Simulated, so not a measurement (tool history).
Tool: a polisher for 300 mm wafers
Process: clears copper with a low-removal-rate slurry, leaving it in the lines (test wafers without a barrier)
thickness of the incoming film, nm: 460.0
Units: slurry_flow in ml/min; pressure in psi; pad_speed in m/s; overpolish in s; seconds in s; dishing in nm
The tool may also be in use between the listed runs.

run 1 hour=0.0 | slurry_flow=275 pressure=3.5 pad_speed=0.92 slurry_solids=1.0 overpolish=20 | seconds=154.06 dishing=44.143
run 2 hour=3.6 | slurry_flow=275 pressure=4.1 pad_speed=0.92 slurry_solids=1.0 overpolish=20 | seconds=130.17 dishing=50.959
run 3 hour=9.9 | slurry_flow=275 pressure=4.1 pad_speed=0.92 slurry_solids=1.0 overpolish=13 | seconds=127.44 dishing=36.168
run 4 hour=11.9 | slurry_flow=275 pressure=3.8 pad_speed=0.90 slurry_solids=1.0 overpolish=14 | seconds=141.01 dishing=35.201
run 5 hour=17.5 | slurry_flow=275 pressure=3.8 pad_speed=0.90 slurry_solids=0.8 overpolish=14 | seconds=143.20 dishing=33.941
run 6 hour=26.1 | slurry_flow=225 pressure=3.8 pad_speed=0.90 slurry_solids=0.8 overpolish=14 | seconds=149.83 dishing=33.282
run 7 hour=31.7 | slurry_flow=195 pressure=2.8 pad_speed=0.84 slurry_solids=0.8 overpolish=24 | seconds=224.33 dishing=36.946

The next listed run, before its measurement:
run 8 hour=36.6 | slurry_flow=195 pressure=2.7 pad_speed=0.84 slurry_solids=0.8 overpolish=24 | seconds=? dishing=?

{"run 8": {"seconds": 231.97, "dishing": 36.528}}
